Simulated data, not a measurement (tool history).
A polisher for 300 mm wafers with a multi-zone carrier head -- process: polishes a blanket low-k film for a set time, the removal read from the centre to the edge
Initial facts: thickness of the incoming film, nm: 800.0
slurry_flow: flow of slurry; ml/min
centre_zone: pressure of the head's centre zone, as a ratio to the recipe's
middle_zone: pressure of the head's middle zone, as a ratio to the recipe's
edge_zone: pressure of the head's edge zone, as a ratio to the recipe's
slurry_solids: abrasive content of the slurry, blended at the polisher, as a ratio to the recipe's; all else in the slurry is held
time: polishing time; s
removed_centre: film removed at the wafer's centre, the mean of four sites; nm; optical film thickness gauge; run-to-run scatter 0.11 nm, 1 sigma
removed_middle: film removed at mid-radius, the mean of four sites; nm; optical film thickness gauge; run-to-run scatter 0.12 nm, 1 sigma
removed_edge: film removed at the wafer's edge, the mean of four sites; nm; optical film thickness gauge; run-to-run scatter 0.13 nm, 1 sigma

run 1 hour=0 | slurry_flow=265 centre_zone=1 middle_zone=1 edge_zone=1 slurry_solids=1 time=58 | removed_centre=15.017 removed_middle=15.941 removed_edge=15.519
run 2 hour=3.8 | slurry_flow=265 centre_zone=1 middle_zone=1 edge_zone=1 slurry_solids=0.9 time=58 | removed_centre=14.365 removed_middle=15.086 removed_edge=14.995
run 3 hour=7.2 | slurry_flow=265 centre_zone=0.95 middle_zone=1 edge_zone=1 slurry_solids=0.9 time=58 | removed_centre=13.57 removed_middle=15.031 removed_edge=14.683
run 4 hour=11.1 | slurry_flow=265 centre_zone=0.95 middle_zone=1 edge_zone=1 slurry_solids=0.7 time=58 | removed_centre=11.588 removed_middle=13.443 removed_edge=12.293
run 5 hour=16.8 | slurry_flow=260 centre_zone=0.93 middle_zone=0.98 edge_zone=1 slurry_solids=0.7 time=58 | removed_centre=11.697 removed_middle=12.578 removed_edge=12.625
run 6 hour=21.3 | slurry_flow=255 centre_zone=0.91 middle_zone=0.98 edge_zone=1 slurry_solids=0.65 time=58 | removed_centre=10.626 removed_middle=12.471 removed_edge=12.238
run 7 hour=21.8 | slurry_flow=255 centre_zone=0.9 middle_zone=0.97 edge_zone=0.99 slurry_solids=0.65 time=58 | removed_centre=10.597 removed_middle=12.244 removed_edge=12.026
run 8 hour=28.9 | slurry_flow=235 centre_zone=0.81 middle_zone=0.9 edge_zone=0.94 slurry_solids=0.5 time=58 | removed_centre=7.6047 removed_middle=9.349 removed_edge=9.6057
run 9 hour=37 | slurry_flow=245 centre_zone=0.82 middle_zone=0.9 edge_zone=0.95 slurry_solids=0.5 time=58 | removed_centre=7.7736 removed_middle=9.6867 removed_edge=9.6689
run 10 hour=45.7 | slurry_flow=250 centre_zone=0.83 middle_zone=0.9 edge_zone=0.96 slurry_solids=0.5 time=58 | removed_centre=8.0278 removed_middle=9.3476 removed_edge=9.5303
run 11 hour=48.4 | slurry_flow=245 centre_zone=0.84 middle_zone=0.91 edge_zone=0.97 slurry_solids=0.5 time=58 | removed_centre=8.1629 removed_middle=9.5241 removed_edge=9.7395
run 12 hour=52.8 | slurry_flow=255 centre_zone=0.91 middle_zone=0.99 edge_zone=1.05 slurry_solids=0.6 time=57 | removed_centre=9.8759 removed_middle=11.535 removed_edge=11.417
run 13 hour=57.1 | slurry_flow=250 centre_zone=0.91 middle_zone=0.98 edge_zone=1.04 slurry_solids=0.6 time=57 | removed_centre=9.7562 removed_middle=11.25 removed_edge=11.31
run 14 hour=60.1 | slurry_flow=245 centre_zone=0.91 middle_zone=0.98 edge_zone=1.04 slurry_solids=0.6 time=57 | removed_centre=9.825 removed_middle=11.384 removed_edge=11.262

Expected results for the next run?
-- hour=63.1 centre zone pressure recalibrated
run 15 hour=63.1 | slurry_flow=240 centre_zone=0.91 middle_zone=0.98 edge_zone=1.04 slurry_solids=0.6 time=57 | removed_centre=? removed_middle=? removed_edge=?

removed_centre: 10.346 nm
removed_middle: 11.216 nm
removed_edge: 11.184 nm
